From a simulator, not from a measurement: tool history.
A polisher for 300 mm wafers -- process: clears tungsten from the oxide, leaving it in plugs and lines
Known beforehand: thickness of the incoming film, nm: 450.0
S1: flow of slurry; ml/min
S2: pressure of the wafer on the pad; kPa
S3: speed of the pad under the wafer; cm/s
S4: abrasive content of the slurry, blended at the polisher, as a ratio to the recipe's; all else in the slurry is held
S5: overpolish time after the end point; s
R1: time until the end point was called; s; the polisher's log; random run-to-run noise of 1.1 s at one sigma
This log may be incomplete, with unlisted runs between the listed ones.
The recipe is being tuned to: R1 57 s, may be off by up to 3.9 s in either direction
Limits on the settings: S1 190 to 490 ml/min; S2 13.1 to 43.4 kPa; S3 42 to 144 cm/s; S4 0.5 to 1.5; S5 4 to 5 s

run 1 hour=0 | S1=315 S2=28.3 S3=92 S4=1 S5=5 | R1=78.739
run 2 hour=1.5 | S1=315 S2=29.6 S3=92 S4=1 S5=5 | R1=75.788
run 3 hour=10.1 | S1=355 S2=29.6 S3=92 S4=1 S5=5 | R1=74.091
run 4 hour=12 | S1=355 S2=30.3 S3=92 S4=1 S5=5 | R1=71.703
run 5 hour=16 | S1=280 S2=30.3 S3=92 S4=1 S5=5 | R1=71.79
run 6 hour=22.1 | S1=280 S2=30.3 S3=92 S4=0.9 S5=5 | R1=75.951
run 7 hour=23.2 | S1=280 S2=31 S3=92 S4=0.9 S5=5 | R1=75.972
run 8 hour=26.8 | S1=280 S2=32.4 S3=92 S4=0.9 S5=5 | R1=69.815
run 9 hour=32.8 | S1=280 S2=33.1 S3=92 S4=0.9 S5=5 | R1=71.252
run 10 hour=34 | S1=280 S2=33.8 S3=92 S4=0.9 S5=5 | R1=67.887
run 11 hour=38.9 | S1=280 S2=34.5 S3=92 S4=0.9 S5=5 | R1=66.384
run 12 hour=39.5 | S1=280 S2=35.2 S3=92 S4=0.9 S5=5 | R1=64.753

5 next moves are on the table. One of them brings every result within its allowed miss. Which?
run A hour=40.1 | S1=295 S2=42.7 S3=90 S4=0.8 S5=5 | R1=?
run B hour=40.1 | S1=285 S2=37.2 S3=82 S4=1 S5=4 | R1=?
run C hour=40.1 | S1=320 S2=41.4 S3=62 S4=1.15 S5=4 | R1=?
run D hour=40.1 | S1=240 S2=35.9 S3=84 S4=0.9 S5=4 | R1=?
run E hour=40.1 | S1=230 S2=40 S3=68 S4=0.9 S5=4 | R1=?

move=A R1=54.666
move=B R1=64.385
move=C R1=72.268
move=D R1=68.479
move=E R1=75.812
A: all results in spec
B: as far off as the last run
C: misses by more than the last run did
D: misses by more than the last run did
E: misses by more than the last run did
So the answer is move A, the one that meets all the targets.

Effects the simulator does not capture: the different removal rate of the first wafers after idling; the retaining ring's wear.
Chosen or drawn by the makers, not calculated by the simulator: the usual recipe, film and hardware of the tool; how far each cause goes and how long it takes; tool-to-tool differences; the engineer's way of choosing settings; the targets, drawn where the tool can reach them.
